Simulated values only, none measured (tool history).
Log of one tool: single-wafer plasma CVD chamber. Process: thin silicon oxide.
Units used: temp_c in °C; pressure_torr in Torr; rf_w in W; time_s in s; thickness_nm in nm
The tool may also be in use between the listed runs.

run,hour,temp_c,pressure_torr,rf_w,time_s,thickness_nm
1,0.0,385,0.851,230,6.64,10.725
2,7.3,389,0.851,230,6.64,10.569
3,15.3,387,0.877,230,6.64,10.839
4,20.9,386,0.904,230,6.64,11.197
5,22.6,377,0.904,230,6.64,11.236
6,27.1,377,0.904,230,6.30,10.707
7,34.3,377,0.934,230,6.30,11.105
8,36.3,377,0.957,230,6.30,11.359

For run 9, what comes out?
9,40.8,377,0.976,230,6.30,?

{"run 9": {"thickness_nm": 11.56}}
